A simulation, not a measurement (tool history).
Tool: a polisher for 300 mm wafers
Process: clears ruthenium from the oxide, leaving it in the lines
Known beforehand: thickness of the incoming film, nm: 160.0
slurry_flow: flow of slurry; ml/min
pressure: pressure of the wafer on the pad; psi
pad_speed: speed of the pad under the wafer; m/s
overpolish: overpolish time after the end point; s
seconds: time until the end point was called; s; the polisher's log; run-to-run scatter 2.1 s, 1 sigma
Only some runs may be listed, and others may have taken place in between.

run,day,slurry_flow,pressure,pad_speed,overpolish,seconds
1,0,270,2.2,0.88,37,143.78
2,0.329,270,2.4,0.88,37,130.67
3,0.554,325,2.4,0.88,37,129.28
4,0.583,325,2.1,0.88,37,149.02
5,0.608,325,1.6,0.88,37,195.21
6,0.646,325,1.6,1.06,37,162.87

The next listed run, before its measurement:
7,0.742,325,1.5,1.06,37,?

Run 7 came out at seconds 173.96 s.
